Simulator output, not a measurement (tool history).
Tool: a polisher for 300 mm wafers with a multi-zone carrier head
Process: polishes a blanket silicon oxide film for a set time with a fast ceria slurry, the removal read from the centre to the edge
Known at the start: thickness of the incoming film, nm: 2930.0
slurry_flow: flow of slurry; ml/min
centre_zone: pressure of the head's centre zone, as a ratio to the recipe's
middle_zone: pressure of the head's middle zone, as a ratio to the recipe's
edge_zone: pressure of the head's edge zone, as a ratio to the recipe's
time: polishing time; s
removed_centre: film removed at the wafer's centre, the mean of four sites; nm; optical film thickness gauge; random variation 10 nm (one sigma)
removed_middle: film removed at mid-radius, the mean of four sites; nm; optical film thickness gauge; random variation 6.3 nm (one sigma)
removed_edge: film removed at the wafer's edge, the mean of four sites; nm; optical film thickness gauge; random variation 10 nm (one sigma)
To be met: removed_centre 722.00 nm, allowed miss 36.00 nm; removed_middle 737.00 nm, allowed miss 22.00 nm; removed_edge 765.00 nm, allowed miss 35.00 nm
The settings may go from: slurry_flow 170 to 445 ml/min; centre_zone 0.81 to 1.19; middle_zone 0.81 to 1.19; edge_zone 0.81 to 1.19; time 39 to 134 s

| run | day | slurry_flow | centre_zone | middle_zone | edge_zone | time | removed_centre | removed_middle | removed_edge |
|---|---|---|---|---|---|---|---|---|---|
| 1 | 0.000 | 285 | 1.00 | 1.00 | 1.00 | 86 | 826.07 | 815.92 | 829.49 |
| 2 | 0.150 | 285 | 1.00 | 1.00 | 1.00 | 97 | 919.12 | 926.39 | 943.77 |
| 3 | 0.175 | 285 | 0.92 | 1.00 | 1.00 | 97 | 894.89 | 934.08 | 933.39 |
| 4 | 0.271 | 285 | 0.92 | 1.00 | 1.00 | 86 | 790.25 | 817.00 | 820.40 |
| 5 | 0.567 | 280 | 0.91 | 0.99 | 1.00 | 86 | 763.09 | 823.29 | 830.24 |
| 6 | 0.733 | 280 | 0.91 | 0.99 | 1.00 | 73 | 653.00 | 701.29 | 696.37 |
| 7 | 0.825 | 285 | 0.92 | 0.99 | 1.01 | 73 | 667.82 | 707.86 | 706.44 |
| 8 | 1.025 | 290 | 0.92 | 0.99 | 1.02 | 73 | 680.20 | 700.73 | 721.98 |
| 9 | 1.283 | 295 | 0.92 | 0.99 | 1.02 | 73 | 664.71 | 694.26 | 730.54 |
| 10 | 1.525 | 295 | 0.93 | 1.00 | 1.02 | 73 | 679.38 | 703.69 | 724.02 |
| 11 | 1.821 | 300 | 0.93 | 1.01 | 1.02 | 73 | 666.57 | 698.22 | 706.99 |
| 12 | 2.100 | 300 | 0.93 | 1.01 | 1.02 | 74 | 688.01 | 711.56 | 718.47 |

5 next moves are on the table. One of them brings every result within its allowed miss. Which?
| A | 2.379 | 325 | 1.04 | 1.02 | 0.96 | 68 | ? | ? | ? |
| B | 2.379 | 210 | 0.96 | 0.99 | 1.01 | 75 | ? | ? | ? |
| C | 2.379 | 205 | 0.96 | 0.97 | 0.98 | 81 | ? | ? | ? |
| D | 2.379 | 400 | 1.09 | 0.94 | 0.97 | 70 | ? | ? | ? |
| E | 2.379 | 305 | 0.91 | 0.95 | 1.04 | 72 | ? | ? | ? |

| move | removed_centre | removed_middle | removed_edge |
|---|---|---|---|
| A | 666.09 | 676.47 | 643.66 |
| B | 664.21 | 697.50 | 704.08 |
| C | 714.97 | 739.09 | 748.03 |
| D | 719.63 | 662.96 | 674.74 |
| E | 642.77 | 673.41 | 706.06 |
A: further off than the last run
B: further off than the last run
C: meets every target
D: further off than the last run
E: further off than the last run
Move C is the one to make.
